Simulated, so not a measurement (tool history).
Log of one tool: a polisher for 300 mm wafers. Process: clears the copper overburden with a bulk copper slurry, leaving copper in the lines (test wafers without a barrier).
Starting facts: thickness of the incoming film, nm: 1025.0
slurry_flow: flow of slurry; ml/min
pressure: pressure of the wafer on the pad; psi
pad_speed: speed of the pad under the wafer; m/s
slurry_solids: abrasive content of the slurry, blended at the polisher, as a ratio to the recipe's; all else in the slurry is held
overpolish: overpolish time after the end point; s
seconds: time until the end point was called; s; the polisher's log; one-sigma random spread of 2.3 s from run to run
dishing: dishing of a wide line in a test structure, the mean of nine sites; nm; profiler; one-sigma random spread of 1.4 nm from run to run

{"run": 1, "day": 0.0, "slurry_flow": 220, "pressure": 3.0, "pad_speed": 1.16, "slurry_solids": 1.0, "overpolish": 19, "seconds": 112.28, "dishing": 82.637}
{"run": 2, "day": 0.1, "slurry_flow": 220, "pressure": 3.0, "pad_speed": 1.16, "slurry_solids": 1.2, "overpolish": 19, "seconds": 108.64, "dishing": 83.645}
{"run": 3, "day": 0.258, "slurry_flow": 215, "pressure": 2.5, "pad_speed": 1.02, "slurry_solids": 1.2, "overpolish": 21, "seconds": 142.67, "dishing": 75.435}
{"run": 4, "day": 0.438, "slurry_flow": 215, "pressure": 2.5, "pad_speed": 0.88, "slurry_solids": 1.2, "overpolish": 21, "seconds": 156.0, "dishing": 72.037}
{"day": 0.717, "done": "slurry blender recalibrated"}
{"run": 5, "day": 0.717, "slurry_flow": 240, "pressure": 2.5, "pad_speed": 0.88, "slurry_solids": 1.2, "overpolish": 21, "seconds": 144.03, "dishing": 78.109}
{"run": 6, "day": 0.896, "slurry_flow": 265, "pressure": 2.5, "pad_speed": 0.88, "slurry_solids": 1.2, "overpolish": 21, "seconds": 143.16, "dishing": 73.495}

What will run 7 give?
{"run": 7, "day": 0.971, "slurry_flow": 265, "pressure": 2.5, "pad_speed": 0.88, "slurry_solids": 1.2, "overpolish": 21, "seconds": "?", "dishing": "?"}

Run 7 gave seconds 143.28 s, dishing 78.223 nm.

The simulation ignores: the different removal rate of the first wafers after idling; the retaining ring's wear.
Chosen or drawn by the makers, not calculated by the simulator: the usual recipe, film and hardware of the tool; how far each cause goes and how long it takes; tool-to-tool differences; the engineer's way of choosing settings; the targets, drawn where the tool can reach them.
